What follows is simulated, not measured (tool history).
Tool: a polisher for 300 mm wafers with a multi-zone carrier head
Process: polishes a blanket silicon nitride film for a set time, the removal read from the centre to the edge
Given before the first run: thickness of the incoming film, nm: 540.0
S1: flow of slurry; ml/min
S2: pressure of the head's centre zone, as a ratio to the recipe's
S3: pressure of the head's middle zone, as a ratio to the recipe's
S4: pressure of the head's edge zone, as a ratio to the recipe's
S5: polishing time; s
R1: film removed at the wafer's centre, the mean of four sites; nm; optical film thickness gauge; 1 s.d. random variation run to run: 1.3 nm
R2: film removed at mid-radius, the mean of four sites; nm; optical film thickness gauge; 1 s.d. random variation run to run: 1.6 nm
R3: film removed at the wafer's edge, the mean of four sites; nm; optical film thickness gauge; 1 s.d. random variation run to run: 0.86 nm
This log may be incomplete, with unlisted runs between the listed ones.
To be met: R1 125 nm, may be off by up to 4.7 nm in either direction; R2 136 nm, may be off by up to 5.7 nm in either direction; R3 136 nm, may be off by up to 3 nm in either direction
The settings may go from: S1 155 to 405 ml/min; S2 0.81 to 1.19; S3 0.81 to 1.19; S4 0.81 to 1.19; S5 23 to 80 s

| run | hour | S1 | S2 | S3 | S4 | S5 | R1 | R2 | R3 |
|---|---|---|---|---|---|---|---|---|---|
| 1 | 0 | 260 | 1 | 1 | 1 | 51 | 88.922 | 88.962 | 89.483 |
| 2 | 4.8 | 265 | 1 | 1.01 | 1.02 | 53 | 89.703 | 95.513 | 93.115 |
| 3 | 7.5 | 265 | 1.04 | 1.01 | 1.02 | 53 | 94.857 | 91.5 | 92.83 |
| 4 | 15.5 | 265 | 1.04 | 1.01 | 0.94 | 53 | 95.731 | 92.798 | 89.781 |
|  | 20.4 | slurry nozzle cleaned |
| 5 | 20.4 | 270 | 1.04 | 1.01 | 0.97 | 55 | 99.271 | 97.195 | 97.153 |
| 6 | 23.6 | 285 | 1.04 | 1.02 | 0.99 | 56 | 101.51 | 101.4 | 98.922 |
| 7 | 29 | 290 | 1.04 | 1.02 | 1.01 | 58 | 105.94 | 105 | 102.87 |
| 8 | 37.3 | 290 | 1.03 | 1.02 | 1.02 | 60 | 109.5 | 110.42 | 108.04 |
| 9 | 37.9 | 290 | 1.03 | 1.02 | 1.02 | 60 | 109.54 | 107.96 | 107.26 |
| 10 | 39.1 | 290 | 1.02 | 1.02 | 1.04 | 61 | 108.47 | 110.38 | 110.19 |
| 11 | 43 | 295 | 1.02 | 1.02 | 1.05 | 62 | 111.62 | 114.31 | 113.96 |
| 12 | 48.2 | 300 | 1.02 | 1.02 | 1.06 | 63 | 114.1 | 113.68 | 114.97 |

5 candidate next runs follow, results not yet known. Just one meets every target within its allowed miss. Identify it.
| A | 53.4 | 300 | 1.04 | 1.15 | 0.99 | 73 | ? | ? | ? |
| B | 53.4 | 230 | 0.91 | 0.99 | 1.13 | 77 | ? | ? | ? |
| C | 53.4 | 300 | 0.97 | 1.02 | 1.03 | 79 | ? | ? | ? |
| D | 53.4 | 230 | 0.95 | 1.03 | 1.07 | 75 | ? | ? | ? |
| E | 53.4 | 335 | 1 | 1.16 | 1.1 | 75 | ? | ? | ? |

| move | R1 | R2 | R3 |
|---|---|---|---|
| A | 133.36 | 148.13 | 130.69 |
| B | 122.77 | 134.65 | 144.49 |
| C | 136.02 | 144.73 | 144.23 |
| D | 123.94 | 135.61 | 137.09 |
| E | 133.79 | 154.59 | 141.78 |
A: closer than the last run, but not yet in spec
B: carries the result that was furthest off beyond its target, to the other side
C: carries the result that was furthest off beyond its target, to the other side
D: every result lands within tolerance
E: carries the result that was furthest off beyond its target, to the other side
D is the move that brings every result within its allowed miss.
